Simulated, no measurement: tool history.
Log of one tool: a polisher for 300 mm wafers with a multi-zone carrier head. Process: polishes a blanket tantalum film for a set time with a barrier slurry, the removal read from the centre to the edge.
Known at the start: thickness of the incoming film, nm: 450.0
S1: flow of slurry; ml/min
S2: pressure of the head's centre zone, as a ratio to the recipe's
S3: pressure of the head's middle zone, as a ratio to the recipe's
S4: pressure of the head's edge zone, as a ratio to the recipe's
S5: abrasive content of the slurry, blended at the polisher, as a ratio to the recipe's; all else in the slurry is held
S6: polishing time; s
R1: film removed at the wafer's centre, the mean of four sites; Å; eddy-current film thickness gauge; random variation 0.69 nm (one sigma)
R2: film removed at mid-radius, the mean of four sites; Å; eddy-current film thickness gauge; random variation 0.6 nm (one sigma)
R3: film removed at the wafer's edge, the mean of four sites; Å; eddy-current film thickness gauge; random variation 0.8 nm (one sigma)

run 1 hour=0 | S1=225 S2=1 S3=1 S4=1 S5=1 S6=87 | R1=908.1 R2=928.47 R3=925.97
run 2 hour=7.2 | S1=225 S2=1 S3=1 S4=1 S5=1 S6=96 | R1=1002.4 R2=1017.8 R3=1025
run 3 hour=15.7 | S1=210 S2=0.99 S3=0.95 S4=1.01 S5=0.95 S6=96 | R1=963.89 R2=947 R3=998.11
run 4 hour=18.8 | S1=210 S2=0.99 S3=0.95 S4=1.01 S5=1.05 S6=96 | R1=995.06 R2=996.74 R3=1038.4
run 5 hour=23.4 | S1=200 S2=0.98 S3=0.91 S4=1.03 S5=0.95 S6=96 | R1=951.23 R2=918.63 R3=1005.2
run 6 hour=28.6 | S1=200 S2=0.93 S3=0.91 S4=1.03 S5=0.95 S6=96 | R1=905.43 R2=910.47 R3=1004.9

Forecast run 7:
run 7 hour=31 | S1=190 S2=0.93 S3=0.88 S4=1.04 S5=0.9 S6=96 | R1=? R2=? R3=?

R1: 872.68 Å
R2: 854.89 Å
R3: 983.87 Å
